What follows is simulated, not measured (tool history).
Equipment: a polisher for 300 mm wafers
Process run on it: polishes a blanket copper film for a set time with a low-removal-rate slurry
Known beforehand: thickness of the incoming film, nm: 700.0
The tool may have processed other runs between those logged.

run	hour	flow of slurry (ml/min)	pressure of the wafer on the pad (psi)	speed of the pad under the wafer (m/s)	abrasive content of the slurry	polishing time (s)	film removed (angstrom)
1	0.0	290	3.2	1.06	1.0	40	1126.60
2	7.6	290	3.5	1.06	1.0	40	1233.30
3	13.5	290	3.8	1.06	1.0	40	1315.20
4	19.3	290	3.8	0.82	1.0	40	1048.20
5	21.0	290	4.0	0.88	1.0	40	1138.20
6	27.6	290	3.3	0.88	1.0	40	988.02
7	35.3	290	3.6	0.96	1.0	40	1134.50
8	36.9	290	3.9	1.02	1.0	40	1300.50

Expected results for the next run?
9	45.4	290	4.1	1.06	1.0	40	?

Run 9 yielded film removed (angstrom) 1395.80.
